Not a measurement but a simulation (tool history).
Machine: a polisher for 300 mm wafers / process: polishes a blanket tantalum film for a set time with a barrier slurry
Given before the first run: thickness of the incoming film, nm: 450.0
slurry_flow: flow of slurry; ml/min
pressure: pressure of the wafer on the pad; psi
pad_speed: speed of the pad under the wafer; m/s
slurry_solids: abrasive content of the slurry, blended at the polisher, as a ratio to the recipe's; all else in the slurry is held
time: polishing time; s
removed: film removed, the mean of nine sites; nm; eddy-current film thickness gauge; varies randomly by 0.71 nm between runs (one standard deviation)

run  hour  slurry_flow  pressure  pad_speed  slurry_solids  time  removed
  1     0          270       2.2       0.84              1    48   89.179
  2   7.8          270       1.9       0.84              1    48   81.041
  3  12.2          275       2.1       0.84              1    48   85.499
  4  16.5          275       1.7       0.84              1    48   76.107
  5  17.5          275       1.7       0.66              1    48   63.299
  6  21.7          225       1.7       0.66              1    48   62.512
  7  26.6          225       2.2       0.66              1    48   73.644
  8  34.6          225       2.5       0.66              1    48   80.643

Estimate the outcome of run 9 from the log above:
  9  43.2          225       2.8       0.66              1    48        ?

Run 9 yielded removed 86.426 nm.
